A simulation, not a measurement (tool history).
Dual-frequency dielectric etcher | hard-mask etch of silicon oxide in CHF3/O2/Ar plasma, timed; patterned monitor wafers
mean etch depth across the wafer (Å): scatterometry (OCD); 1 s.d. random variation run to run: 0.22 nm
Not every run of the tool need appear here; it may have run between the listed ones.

run    day  source power (kW)  bias power (kW)  etch time (s)  mean etch depth across the wafer (Å)
  1      0               0.73            0.235           25.5                                592.54
  2  0.292               0.73             0.22           25.5                                577.65
  3  0.321               0.67            0.203           25.5                                536.03
  4  0.346               0.63            0.195           25.5                                509.86
  5  0.629               0.63            0.195             27                                537.57
  6  0.717                0.6            0.188             27                                526.32
  7  0.788               0.57             0.18             27                                500.41
  8  0.967               0.57             0.18             27                                500.17
  9  1.238               0.55            0.176             27                                486.94
 10  1.454               0.53            0.174             27                                480.04
 11  1.712               0.51            0.171             27                                471.36
 12  1.921                0.5            0.168             27                                461.83

Predict the results of run 13:
 13  2.021               0.49            0.167             27                                     ?

mean etch depth across the wafer (Å): 460.99
